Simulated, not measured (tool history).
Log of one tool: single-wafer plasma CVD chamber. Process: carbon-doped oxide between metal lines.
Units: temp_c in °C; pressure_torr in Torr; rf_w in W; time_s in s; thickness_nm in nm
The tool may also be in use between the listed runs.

run  hour  temp_c  pressure_torr  rf_w  time_s  thickness_nm
  1   0.0     370           5.30   490    13.2        60.533
  2   1.3     375           4.68   475    13.2        57.937
  3   3.1     379           4.24   465    13.2        55.785
  4   7.7     379           3.87   465    13.2        54.960
  5   9.6     379           3.87   490    13.2        56.760
  6  16.6     382           3.64   485    13.2        55.471
  7  21.2     385           3.49   485    13.2        54.988
  8  29.3     387           3.39   480    13.2        54.005
  9  32.0     388           3.34   480    13.2        53.832

Forecast run 10:
 10  36.8     389           3.30   480    13.2             ?

thickness_nm: 53.756 nm

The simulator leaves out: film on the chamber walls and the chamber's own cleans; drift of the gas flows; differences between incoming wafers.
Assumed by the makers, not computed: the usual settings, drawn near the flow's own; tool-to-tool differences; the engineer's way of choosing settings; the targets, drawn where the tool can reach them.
